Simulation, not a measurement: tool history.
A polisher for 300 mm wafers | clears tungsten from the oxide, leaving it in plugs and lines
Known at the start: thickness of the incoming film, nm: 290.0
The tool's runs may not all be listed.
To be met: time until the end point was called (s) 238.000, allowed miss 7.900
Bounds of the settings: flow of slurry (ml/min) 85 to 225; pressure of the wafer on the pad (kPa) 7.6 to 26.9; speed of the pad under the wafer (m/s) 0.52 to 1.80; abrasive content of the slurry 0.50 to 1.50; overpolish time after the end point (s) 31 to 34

run  hour  flow of slurry (ml/min)  pressure of the wafer on the pad (kPa)  speed of the pad under the wafer (m/s)  abrasive content of the slurry  overpolish time after the end point (s)  time until the end point was called (s)
  1   0.0                      145                                    17.2                                    1.16                            1.00                                       31                                   96.393
  2   7.7                      145                                    15.9                                    1.12                            1.00                                       31                                  106.460
  3  10.2                      145                                    15.2                                    1.08                            1.00                                       31                                  112.870
  4  11.3                      145                                    14.5                                    1.04                            1.00                                       31                                  124.600
  5  17.6                      145                                    13.8                                    1.02                            1.00                                       31                                  130.640
  6  21.5                      145                                    13.1                                    1.00                            1.00                                       31                                  139.070
  7  30.2                      145                                    12.4                                    0.98                            1.00                                       31                                  148.880
  8  33.2                      145                                    11.7                                    0.96                            1.00                                       31                                  158.950
  9  42.0                      145                                    11.0                                    0.94                            1.00                                       31                                  172.160
 10  44.9                      145                                    10.3                                    0.94                            1.00                                       31                                  180.860
 11  51.8                      135                                     9.0                                    0.90                            1.00                                       31                                  216.060
     56.4  -- worn pad replaced by a new one
 12  56.4                      130                                     9.0                                    0.90                            1.00                                       31                                  201.900
 13  60.5                      130                                     8.3                                    0.86                            1.00                                       31                                  227.380
 14  69.2                      125                                     8.3                                    0.86                            1.00                                       31                                  225.860

5 next moves are on the table. One of them brings every result within its allowed miss. Which?
  A  77.9                      100                                    11.0                                    0.70                            0.95                                       31                                        ?
  B  77.9                      145                                     7.6                                    0.86                            1.05                                       31                                        ?
  C  77.9                      115                                     9.7                                    0.78                            1.10                                       34                                        ?
  D  77.9                      130                                     8.3                                    0.88                            1.05                                       31                                        ?
  E  77.9                      145                                     9.7                                    0.70                            1.15                                       33                                        ?

move  time until the end point was called (s)
   A                                  218.130
   B                                  232.070
   C                                  211.540
   D                                  215.090
   E                                  221.830
A: further off than the last run
B: meets every target
C: further off than the last run
D: further off than the last run
E: further off than the last run
Answer: B

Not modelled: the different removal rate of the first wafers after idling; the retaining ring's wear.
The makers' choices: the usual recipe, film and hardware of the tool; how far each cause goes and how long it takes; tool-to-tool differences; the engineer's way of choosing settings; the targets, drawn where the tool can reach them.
